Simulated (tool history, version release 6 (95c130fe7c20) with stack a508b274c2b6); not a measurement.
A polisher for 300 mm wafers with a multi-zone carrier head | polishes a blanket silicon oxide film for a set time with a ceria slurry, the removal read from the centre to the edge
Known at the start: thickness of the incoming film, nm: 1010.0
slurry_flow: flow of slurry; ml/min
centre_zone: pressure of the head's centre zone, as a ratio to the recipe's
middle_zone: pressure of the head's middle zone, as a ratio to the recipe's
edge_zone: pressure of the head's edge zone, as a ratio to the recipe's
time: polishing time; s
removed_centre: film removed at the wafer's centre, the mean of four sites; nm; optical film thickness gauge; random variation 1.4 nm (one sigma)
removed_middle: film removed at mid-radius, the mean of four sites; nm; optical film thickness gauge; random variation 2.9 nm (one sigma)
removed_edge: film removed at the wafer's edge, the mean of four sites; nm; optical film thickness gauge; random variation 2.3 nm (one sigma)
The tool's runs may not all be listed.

Run 1, day 0.000: slurry_flow 150 ml/min, centre_zone 1.00, middle_zone 1.00, edge_zone 1.00, time 40 s. Result: removed_centre 184.48 nm, removed_middle 188.95 nm, removed_edge 183.38 nm.
Run 2, day 0.354: slurry_flow 150 ml/min, centre_zone 0.95, middle_zone 1.00, edge_zone 1.00, time 40 s. Result: removed_centre 177.09 nm, removed_middle 192.30 nm, removed_edge 184.42 nm.
Run 3, day 0.571: slurry_flow 150 ml/min, centre_zone 0.99, middle_zone 1.00, edge_zone 1.00, time 40 s. Result: removed_centre 184.11 nm, removed_middle 186.38 nm, removed_edge 183.52 nm.
Run 4, day 0.929: slurry_flow 125 ml/min, centre_zone 0.99, middle_zone 1.00, edge_zone 1.00, time 40 s. Result: removed_centre 177.02 nm, removed_middle 184.50 nm, removed_edge 181.44 nm.
Run 5, day 1.083: slurry_flow 125 ml/min, centre_zone 0.99, middle_zone 1.06, edge_zone 1.00, time 40 s. Result: removed_centre 176.45 nm, removed_middle 188.47 nm, removed_edge 179.35 nm.
Run 6, day 1.267: slurry_flow 125 ml/min, centre_zone 0.99, middle_zone 1.06, edge_zone 1.00, time 48 s. Result: removed_centre 211.14 nm, removed_middle 231.19 nm, removed_edge 214.11 nm.
Run 7, day 1.383: slurry_flow 125 ml/min, centre_zone 0.98, middle_zone 1.06, edge_zone 1.02, time 48 s. Result: removed_centre 207.90 nm, removed_middle 226.40 nm, removed_edge 217.49 nm.
Run 8, day 1.646: slurry_flow 125 ml/min, centre_zone 0.97, middle_zone 1.07, edge_zone 1.03, time 48 s. Result: removed_centre 206.14 nm, removed_middle 234.67 nm, removed_edge 217.05 nm.
Run 9, day 1.817: slurry_flow 125 ml/min, centre_zone 0.96, middle_zone 1.07, edge_zone 1.04, time 48 s. Result: removed_centre 204.74 nm, removed_middle 228.21 nm, removed_edge 216.63 nm.
Run 10, day 2.100: slurry_flow 125 ml/min, centre_zone 0.95, middle_zone 1.07, edge_zone 1.05, time 48 s. Result: removed_centre 204.62 nm, removed_middle 225.41 nm, removed_edge 219.47 nm.

Run 11 comes next. What will it give?
Run 11, day 2.250: slurry_flow 125 ml/min, centre_zone 0.94, middle_zone 1.08, edge_zone 1.05, time 48 s. Result: removed_centre ?, removed_middle ?, removed_edge ?.

removed_centre: 200.69 nm
removed_middle: 233.28 nm
removed_edge: 220.89 nm

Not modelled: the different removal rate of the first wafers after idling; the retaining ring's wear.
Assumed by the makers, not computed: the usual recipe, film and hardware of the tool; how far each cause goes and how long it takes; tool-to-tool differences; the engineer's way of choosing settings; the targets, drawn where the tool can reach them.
